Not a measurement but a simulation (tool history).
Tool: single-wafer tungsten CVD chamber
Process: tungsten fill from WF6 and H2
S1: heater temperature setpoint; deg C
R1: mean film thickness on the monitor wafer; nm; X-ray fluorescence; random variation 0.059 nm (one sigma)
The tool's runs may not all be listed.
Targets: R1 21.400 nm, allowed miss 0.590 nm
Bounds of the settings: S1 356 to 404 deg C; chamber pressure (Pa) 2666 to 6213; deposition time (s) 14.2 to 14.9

Run 1, day 0.000: S1 380 deg C, chamber pressure (Pa) 4440, deposition time (s) 14.9. Result: R1 34.639 nm.
Run 2, day 0.292: S1 376 deg C, chamber pressure (Pa) 4413, deposition time (s) 14.9. Result: R1 31.698 nm.
Run 3, day 0.312: S1 376 deg C, chamber pressure (Pa) 4000, deposition time (s) 14.9. Result: R1 30.764 nm.
Run 4, day 0.617: S1 376 deg C, chamber pressure (Pa) 4746, deposition time (s) 14.9. Result: R1 32.440 nm.
Run 5, day 0.812: S1 373 deg C, chamber pressure (Pa) 4720, deposition time (s) 14.9. Result: R1 30.034 nm.
Run 6, day 1.154: S1 366 deg C, chamber pressure (Pa) 4720, deposition time (s) 14.9. Result: R1 25.329 nm.
Run 7, day 1.388: S1 365 deg C, chamber pressure (Pa) 4706, deposition time (s) 14.9. Result: R1 24.629 nm.
Run 8, day 1.542: S1 364 deg C, chamber pressure (Pa) 4706, deposition time (s) 14.9. Result: R1 24.161 nm.
Run 9, day 1.792: S1 363 deg C, chamber pressure (Pa) 4706, deposition time (s) 14.9. Result: R1 23.428 nm.
Run 10, day 2.008: S1 362 deg C, chamber pressure (Pa) 4706, deposition time (s) 14.9. Result: R1 22.958 nm.

4 next moves are on the table. One of them brings every result within its allowed miss. Which?
Run A, day 2.225: S1 362 deg C, chamber pressure (Pa) 5200, deposition time (s) 14.2. Result: R1 ?.
Run B, day 2.225: S1 363 deg C, chamber pressure (Pa) 4200, deposition time (s) 14.2. Result: R1 ?.
Run C, day 2.225: S1 366 deg C, chamber pressure (Pa) 4960, deposition time (s) 14.2. Result: R1 ?.
Run D, day 2.225: S1 367 deg C, chamber pressure (Pa) 4640, deposition time (s) 14.4. Result: R1 ?.

move      R1
   A  22.617
   B  21.657
   C  24.606
   D  25.032
A: nearer than the last run, and not there yet
B: meets every target
C: further off than the last run
D: further off than the last run
Answer: B
